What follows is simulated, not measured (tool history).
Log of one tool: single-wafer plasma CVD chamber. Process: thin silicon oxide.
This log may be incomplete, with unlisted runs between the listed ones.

| run | hour | heater temperature setpoint (K) | chamber pressure (mTorr) | RF power (W) | deposition time (s) | mean film thickness on the monitor wafer (nm) |
|---|---|---|---|---|---|---|
| 1 | 0.0 | 683.15 | 802 | 280 | 11.51 | 17.575 |
| 2 | 6.4 | 673.15 | 802 | 280 | 11.51 | 17.671 |
| 3 | 9.6 | 673.15 | 731 | 280 | 11.51 | 16.063 |
| 4 | 14.0 | 673.15 | 760 | 280 | 11.51 | 16.838 |
| 5 | 18.5 | 673.15 | 785 | 280 | 11.51 | 17.292 |
| 6 | 20.1 | 673.15 | 858 | 280 | 11.51 | 18.753 |
| 7 | 26.6 | 673.15 | 874 | 280 | 11.51 | 19.080 |
| 8 | 29.8 | 673.15 | 888 | 280 | 11.51 | 19.310 |
| 9 | 35.8 | 673.15 | 901 | 280 | 11.51 | 19.519 |
| 10 | 39.7 | 673.15 | 913 | 280 | 11.51 | 19.831 |
|  | 43.2 | RF generator calibrated |
| 11 | 43.2 | 673.15 | 923 | 280 | 11.51 | 20.388 |

The next listed run, before its measurement:
| 12 | 46.1 | 673.15 | 930 | 280 | 11.51 | ? |

{"run 12": {"mean film thickness on the monitor wafer (nm)": 20.445}}
